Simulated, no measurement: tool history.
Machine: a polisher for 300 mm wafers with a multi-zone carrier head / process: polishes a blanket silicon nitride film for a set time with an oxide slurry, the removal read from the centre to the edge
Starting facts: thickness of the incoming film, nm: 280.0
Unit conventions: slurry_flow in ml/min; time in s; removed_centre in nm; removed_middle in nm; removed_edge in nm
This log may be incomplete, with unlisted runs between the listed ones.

run,day,slurry_flow,centre_zone,middle_zone,edge_zone,slurry_solids,time,removed_centre,removed_middle,removed_edge
1,0,135,1,1,1,1,74,55.135,59.942,61.162
2,0.379,135,1,1,1,0.85,74,50.52,56.052,56.092
3,0.683,140,1.02,1.02,1,0.9,74,52.017,58.011,57.739
4,0.825,140,1.02,1.06,1,0.9,74,52.695,60.827,58.381
5,1.117,145,1.04,1.07,0.99,0.95,74,55.793,62.697,59.849
6,1.308,145,1.04,1.07,0.99,0.95,63,46.555,54.106,50.204
7,1.525,150,1.06,1.08,0.99,1.05,63,51.839,55.996,53.632

Forecast run 8:
# day 1.617: centre zone pressure recalibrated
8,1.617,155,1.06,1.1,0.97,1.1,64,?,?,?

{"run 8": {"removed_centre": 58.608, "removed_middle": 59.676, "removed_edge": 54.475}}
